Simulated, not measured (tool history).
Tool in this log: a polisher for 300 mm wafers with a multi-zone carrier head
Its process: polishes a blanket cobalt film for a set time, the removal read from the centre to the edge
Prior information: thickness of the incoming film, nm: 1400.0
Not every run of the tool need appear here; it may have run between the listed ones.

run,hour,flow of slurry (ml/min),pressure of the head's centre zone,pressure of the head's middle zone,pressure of the head's edge zone,polishing time (s),film removed at the wafer's centre (angstrom),film removed at mid-radius (angstrom),film removed at the wafer's edge (angstrom)
1,0.0,205,1.00,1.00,1.00,63,4398.3,4284.1,4421.1
2,2.0,205,1.00,0.96,1.00,63,4450.6,4138.8,4460.1
3,6.5,250,1.00,0.96,1.00,63,4498.9,4227.5,4497.1
4,7.8,250,0.96,0.98,0.97,62,4307.7,4273.1,4396.5
5,14.7,245,0.92,1.00,0.95,61,4020.4,4264.7,4239.4
6,21.3,245,0.92,1.05,0.95,61,3991.9,4383.1,4258.1

For run 7, what comes out?
7,28.4,245,0.92,1.05,0.95,61,?,?,?

film removed at the wafer's centre (angstrom): 3974.7
film removed at mid-radius (angstrom): 4451.6
film removed at the wafer's edge (angstrom): 4326.3
